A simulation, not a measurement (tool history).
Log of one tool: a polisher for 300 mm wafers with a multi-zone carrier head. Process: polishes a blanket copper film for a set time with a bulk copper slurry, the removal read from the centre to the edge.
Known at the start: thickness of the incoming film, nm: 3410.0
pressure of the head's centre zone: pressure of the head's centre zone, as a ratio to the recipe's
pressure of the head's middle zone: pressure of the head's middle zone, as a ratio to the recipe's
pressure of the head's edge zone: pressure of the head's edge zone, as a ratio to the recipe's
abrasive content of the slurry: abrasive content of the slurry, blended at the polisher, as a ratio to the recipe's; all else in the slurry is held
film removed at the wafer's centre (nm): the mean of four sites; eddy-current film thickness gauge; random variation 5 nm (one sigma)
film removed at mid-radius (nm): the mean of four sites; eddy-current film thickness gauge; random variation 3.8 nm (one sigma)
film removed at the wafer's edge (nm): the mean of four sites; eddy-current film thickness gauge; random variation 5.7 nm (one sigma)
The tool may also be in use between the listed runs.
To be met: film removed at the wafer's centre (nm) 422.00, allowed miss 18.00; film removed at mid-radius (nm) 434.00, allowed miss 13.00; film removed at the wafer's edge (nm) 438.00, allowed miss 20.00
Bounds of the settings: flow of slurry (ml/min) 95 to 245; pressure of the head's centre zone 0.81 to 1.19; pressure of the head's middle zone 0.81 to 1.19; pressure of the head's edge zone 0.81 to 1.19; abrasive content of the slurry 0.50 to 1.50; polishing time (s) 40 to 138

run,hour,flow of slurry (ml/min),pressure of the head's centre zone,pressure of the head's middle zone,pressure of the head's edge zone,abrasive content of the slurry,polishing time (s),film removed at the wafer's centre (nm),film removed at mid-radius (nm),film removed at the wafer's edge (nm)
1,0.0,155,1.00,1.00,1.00,1.00,88,571.46,570.02,581.17
2,2.6,155,1.00,1.06,1.00,1.00,88,569.15,612.80,579.26
3,11.0,190,1.00,1.06,1.00,1.00,88,588.05,623.08,595.47
4,17.9,180,0.97,1.02,0.96,0.85,85,521.66,545.89,516.98
5,25.5,195,0.97,1.02,0.96,0.85,85,525.91,540.57,532.31
6,32.5,175,0.97,1.02,0.96,0.85,85,524.11,548.20,528.12
7,40.7,170,0.94,0.98,0.93,0.75,85,479.74,511.59,503.28
8,45.9,170,0.94,0.96,0.91,0.70,84,465.72,472.12,468.56
9,49.0,165,0.93,0.95,0.90,0.70,84,447.36,466.44,458.84
10,49.7,160,0.93,0.94,0.90,0.70,84,453.99,470.43,475.48
11,54.5,160,0.92,0.93,0.88,0.65,84,434.29,451.62,454.98

5 next moves are on the table. One of them brings every result within its allowed miss. Which?
A,59.3,160,0.98,0.90,0.87,0.60,87,?,?,?
B,59.3,160,0.94,0.89,0.95,0.85,78,?,?,?
C,59.3,135,0.88,0.88,0.81,0.65,88,?,?,?
D,59.3,150,0.84,0.83,0.97,0.75,83,?,?,?
E,59.3,160,0.90,1.01,0.81,0.60,85,?,?,?

move,film removed at the wafer's centre (nm),film removed at mid-radius (nm),film removed at the wafer's edge (nm)
A,457.98,440.05,447.24
B,445.01,441.90,472.07
C,416.28,439.40,443.75
D,401.11,422.15,483.77
E,410.96,473.78,422.71
A: brings the result that was furthest off to its target, and leaves another outside
B: brings the result that was furthest off to its target, and leaves another outside
C: meets every target
D: brings the result that was furthest off to its target, and leaves another outside
E: further off than the last run
The right move is C.

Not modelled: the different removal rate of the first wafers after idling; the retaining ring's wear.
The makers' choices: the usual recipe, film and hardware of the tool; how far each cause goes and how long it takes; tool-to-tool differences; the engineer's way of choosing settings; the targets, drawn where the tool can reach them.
